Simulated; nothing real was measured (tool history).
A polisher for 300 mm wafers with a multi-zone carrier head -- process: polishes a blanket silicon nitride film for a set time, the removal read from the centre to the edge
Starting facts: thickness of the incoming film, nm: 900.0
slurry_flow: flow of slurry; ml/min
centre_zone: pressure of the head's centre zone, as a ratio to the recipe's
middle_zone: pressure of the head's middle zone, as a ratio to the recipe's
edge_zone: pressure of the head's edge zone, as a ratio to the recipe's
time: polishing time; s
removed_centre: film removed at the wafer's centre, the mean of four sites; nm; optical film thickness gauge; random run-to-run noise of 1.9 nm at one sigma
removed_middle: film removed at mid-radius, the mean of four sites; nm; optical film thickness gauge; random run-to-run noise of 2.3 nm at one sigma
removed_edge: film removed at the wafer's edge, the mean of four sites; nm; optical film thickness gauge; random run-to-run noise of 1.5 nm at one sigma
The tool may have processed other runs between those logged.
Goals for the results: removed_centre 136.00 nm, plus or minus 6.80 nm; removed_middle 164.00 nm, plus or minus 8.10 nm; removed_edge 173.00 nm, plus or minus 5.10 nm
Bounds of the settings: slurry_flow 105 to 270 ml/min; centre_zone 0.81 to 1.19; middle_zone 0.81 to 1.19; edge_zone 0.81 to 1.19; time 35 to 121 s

run,hour,slurry_flow,centre_zone,middle_zone,edge_zone,time,removed_centre,removed_middle,removed_edge
1,0.0,175,1.00,1.00,1.00,78,114.33,117.64,120.14
2,5.4,175,1.00,1.00,1.08,78,115.24,115.13,120.72
3,8.6,180,0.95,1.00,1.09,86,122.04,129.44,135.79
4,10.7,180,0.95,1.00,1.17,86,120.24,130.67,139.73
5,17.4,185,0.93,1.00,1.18,90,124.48,134.49,146.14
# hour 24.6: slurry nozzle cleaned
6,24.6,185,1.00,1.00,1.18,90,140.49,140.88,148.73
7,28.6,190,0.96,1.01,1.18,94,141.19,147.74,155.56
8,36.3,190,0.93,1.02,1.18,97,141.64,156.62,161.11
9,38.3,190,0.90,1.02,1.18,99,139.07,157.60,165.70
10,44.7,190,0.88,1.02,1.18,100,139.48,157.67,166.99

Exercise: of the 5 proposed moves below, exactly one satisfies all targets within the stated allowed misses. Which move is it?
A,51.1,250,0.94,0.96,1.08,102,?,?,?
B,51.1,215,0.97,1.18,1.12,97,?,?,?
C,51.1,200,0.84,0.89,1.19,103,?,?,?
D,51.1,165,0.81,0.97,1.19,110,?,?,?
E,51.1,190,0.83,1.04,1.19,103,?,?,?

move,removed_centre,removed_middle,removed_edge
A,153.78,158.75,168.78
B,147.52,176.64,159.57
C,136.16,146.32,172.09
D,136.31,163.00,179.61
E,133.76,165.52,170.80
A: the furthest-off result lands on target, but another misses its tolerance
B: moves away from the targets compared with the last run
C: the furthest-off result lands on target, but another misses its tolerance
D: moves the result that the last run missed by most past its target, out the other side
E: every result within its allowed miss
Correct choice: E, which meets every target
